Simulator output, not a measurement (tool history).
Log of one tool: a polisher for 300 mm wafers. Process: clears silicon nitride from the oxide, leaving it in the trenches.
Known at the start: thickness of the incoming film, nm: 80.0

| run | hour | flow of slurry (ml/min) | pressure of the wafer on the pad (kPa) | speed of the pad under the wafer (cm/s) | overpolish time after the end point (s) | time until the end point was called (s) |
|---|---|---|---|---|---|---|
| 1 | 0 | 295 | 22.1 | 78 | 27 | 125.04 |
| 2 | 7 | 295 | 19.3 | 78 | 27 | 140.3 |
| 3 | 10.2 | 295 | 13.8 | 78 | 27 | 170.7 |
| 4 | 12.8 | 295 | 16.5 | 78 | 27 | 151.2 |
| 5 | 19.3 | 250 | 16.5 | 78 | 27 | 156.5 |
| 6 | 21.6 | 255 | 22.1 | 82 | 27 | 123.03 |
| 7 | 25.4 | 270 | 26.2 | 84 | 27 | 102.72 |
| 8 | 27.9 | 270 | 26.2 | 84 | 27 | 101.83 |
| 9 | 31.8 | 280 | 29 | 86 | 27 | 94.49 |

Forecast run 10:
| 10 | 36.8 | 280 | 30.3 | 90 | 27 | ? |

time until the end point was called (s): 86.282
